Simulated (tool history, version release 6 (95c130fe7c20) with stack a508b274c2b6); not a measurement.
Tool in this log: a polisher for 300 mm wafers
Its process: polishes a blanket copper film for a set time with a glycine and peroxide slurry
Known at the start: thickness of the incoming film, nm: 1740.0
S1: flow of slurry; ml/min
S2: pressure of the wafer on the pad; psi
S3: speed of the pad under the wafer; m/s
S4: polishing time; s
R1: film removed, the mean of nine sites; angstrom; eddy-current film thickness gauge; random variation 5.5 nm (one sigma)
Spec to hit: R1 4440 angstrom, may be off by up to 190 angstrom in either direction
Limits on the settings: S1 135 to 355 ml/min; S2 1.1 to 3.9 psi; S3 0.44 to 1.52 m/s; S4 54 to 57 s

run  hour   S1   S2    S3  S4      R1
  1     0  225  2.5  0.98  54  2835.6
  2   1.7  225  2.7  0.98  54  2996.8
  3     6  200  2.7  0.98  54  2927.3
  4  13.6  255  2.7  0.98  54  3096.6
  5    18  260  2.8  0.98  54  3178.9
  6  18.7  260  2.9  0.98  54  3274.9
  7  24.6  260    3  0.98  54  3336.5
  8  28.4  260  3.1  0.98  54  3449.1
  9  35.6  260  3.2  0.98  54    3570
 10  40.2  260  3.3  0.98  54  3671.5
 11  45.3  260  3.4  0.98  54  3682.7
 12  53.6  265  3.5  0.98  54  3800.5

4 next moves are on the table. One of them brings every result within its allowed miss. Which?
  A  61.9  265  3.4   0.7  57   ?
  B  61.9  330  3.8  1.12  57   ?
  C  61.9  300  3.6  1.04  57   ?
  D  61.9  270  3.4  0.88  54   ?

move      R1
   A    3063
   B  4917.7
   C  4379.1
   D  3433.2
A: moves away from the targets compared with the last run
B: takes the biggest miss from the last run beyond its target
C: all results in spec
D: moves away from the targets compared with the last run
The right move is C.

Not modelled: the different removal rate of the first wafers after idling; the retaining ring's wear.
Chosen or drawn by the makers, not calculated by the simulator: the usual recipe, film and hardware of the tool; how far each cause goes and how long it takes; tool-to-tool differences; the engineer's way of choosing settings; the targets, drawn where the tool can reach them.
